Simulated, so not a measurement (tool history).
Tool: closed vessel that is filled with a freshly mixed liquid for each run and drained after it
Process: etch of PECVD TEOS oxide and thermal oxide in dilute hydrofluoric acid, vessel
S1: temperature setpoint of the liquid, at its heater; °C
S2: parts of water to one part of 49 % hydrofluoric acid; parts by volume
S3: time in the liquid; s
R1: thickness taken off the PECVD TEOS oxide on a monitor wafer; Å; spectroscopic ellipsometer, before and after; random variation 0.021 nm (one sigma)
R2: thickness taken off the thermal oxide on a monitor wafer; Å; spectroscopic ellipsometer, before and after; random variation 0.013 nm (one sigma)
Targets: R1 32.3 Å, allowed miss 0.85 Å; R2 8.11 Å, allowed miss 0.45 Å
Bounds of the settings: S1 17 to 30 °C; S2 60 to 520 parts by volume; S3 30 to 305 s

| run | day | S1 | S2 | S3 | R1 | R2 |
|---|---|---|---|---|---|---|
| 1 | 0 | 22 | 290 | 155 | 84.623 | 20.911 |
| 2 | 0.179 | 22 | 390 | 155 | 58.034 | 14.683 |
| 3 | 0.433 | 20.5 | 425 | 155 | 49.106 | 12.17 |
| 4 | 0.783 | 19 | 425 | 155 | 46.21 | 11.616 |
| 5 | 1.067 | 18.5 | 450 | 155 | 42.671 | 10.653 |
| 6 | 1.117 | 18 | 470 | 155 | 39.323 | 9.7456 |
| 7 | 1.292 | 18 | 485 | 155 | 37.371 | 9.2726 |
| 8 | 1.529 | 18 | 495 | 155 | 36.117 | 9.3028 |
| 9 | 1.575 | 17.5 | 500 | 155 | 35.159 | 9.2094 |
|  | 1.888 | hydrofluoric acid flow meter replaced |
| 10 | 1.888 | 17.5 | 505 | 150 | 29.097 | 7.2192 |
| 11 | 2.092 | 17.5 | 505 | 150 | 29.388 | 7.5536 |
| 12 | 2.321 | 18.5 | 505 | 150 | 30.25 | 7.6074 |
| 13 | 2.604 | 18.5 | 500 | 150 | 30.895 | 7.6524 |

Which of these 4 next moves meets every target?
| A | 2.888 | 19 | 495 | 140 | ? | ? |
| B | 2.888 | 20 | 420 | 120 | ? | ? |
| C | 2.888 | 17 | 500 | 155 | ? | ? |
| D | 2.888 | 17 | 520 | 160 | ? | ? |

| move | R1 | R2 |
|---|---|---|
| A | 29.412 | 7.4088 |
| B | 32.607 | 8.2136 |
| C | 30 | 7.557 |
| D | 29.349 | 7.3929 |
A: further off than the last run
B: meets every target
C: further off than the last run
D: further off than the last run
The right move is B.
